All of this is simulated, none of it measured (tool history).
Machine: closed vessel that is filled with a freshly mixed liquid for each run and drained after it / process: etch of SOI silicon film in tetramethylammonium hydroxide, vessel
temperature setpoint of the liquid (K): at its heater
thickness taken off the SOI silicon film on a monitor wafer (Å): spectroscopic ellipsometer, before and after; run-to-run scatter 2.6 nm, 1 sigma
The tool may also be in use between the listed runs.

run,hour,temperature setpoint of the liquid (K),concentration of hydroxide in the mixed liquid (% by weight),time in the liquid (s),thickness taken off the SOI silicon film on a monitor wafer (Å)
1,0.0,348.15,9.5,105,9804.5
2,3.1,348.15,9.5,110,10261.0
3,9.2,345.65,9.5,110,8855.0
4,12.4,345.15,9.5,110,8612.9
5,16.7,345.15,9.5,110,8651.9
6,25.5,345.15,9.5,105,8223.9
7,33.4,341.65,9.5,105,6707.6

Run 8 comes next. What will it give?
8,39.2,342.15,9.5,105,?

thickness taken off the SOI silicon film on a monitor wafer (Å): 6907.5
